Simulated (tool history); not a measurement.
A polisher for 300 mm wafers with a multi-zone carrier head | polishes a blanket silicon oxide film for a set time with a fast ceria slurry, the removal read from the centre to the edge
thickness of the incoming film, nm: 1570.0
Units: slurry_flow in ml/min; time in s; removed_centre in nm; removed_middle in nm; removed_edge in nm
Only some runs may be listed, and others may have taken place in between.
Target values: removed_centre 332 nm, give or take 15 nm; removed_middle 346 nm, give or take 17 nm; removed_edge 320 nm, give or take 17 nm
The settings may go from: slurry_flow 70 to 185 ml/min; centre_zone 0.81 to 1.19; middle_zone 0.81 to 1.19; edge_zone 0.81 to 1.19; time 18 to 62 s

run    day  slurry_flow  centre_zone  middle_zone  edge_zone  time  removed_centre  removed_middle  removed_edge
  1      0          120            1            1          1    40          560.36          584.86        582.72
  2  0.292          120            1            1       0.92    40          561.91          579.64        560.68
  3  0.371          120            1            1        0.9    34          471.95          484.14         468.4
  4  0.629          120            1         1.01       0.88    31          431.97          440.97        431.76
  5  0.933          120            1         1.01       0.92    31          449.04          447.84        434.54
  6    1.3          120            1         1.04       0.92    31          432.79           458.9        438.49
  7  1.425          120         1.01         1.05       0.89    28          397.32          426.73        381.94
  8  1.612          115         1.01         1.04       0.87    27          388.45          388.93        369.17
  9  1.912          105            1         1.06       0.85    27          371.01          397.96        371.81
 10  2.071          105            1         1.06       0.84    26          364.91          377.34        347.84
 11  2.125          100         0.99         1.06       0.83    26          349.27           373.2        335.38

4 next moves are on the table. One of them brings every result within its allowed miss. Which?
  A  2.179          105         0.97         1.11       0.81    25               ?               ?             ?
  B  2.179          105         0.98         1.04       0.82    24               ?               ?             ?
  C  2.179           75         0.83         1.04       0.97    28               ?               ?             ?
  D  2.179          120          1.1         1.07       0.83    21               ?               ?             ?

move  removed_centre  removed_middle  removed_edge
   A          335.27          376.27        330.02
   B          325.05          341.67        318.73
   C           299.8          376.15        384.35
   D           327.7          312.89        284.47
A: misses by more than the last run did
B: each result inside its tolerance
C: misses by more than the last run did
D: moves the result that the last run missed by most past its target, out the other side
B meets every target.
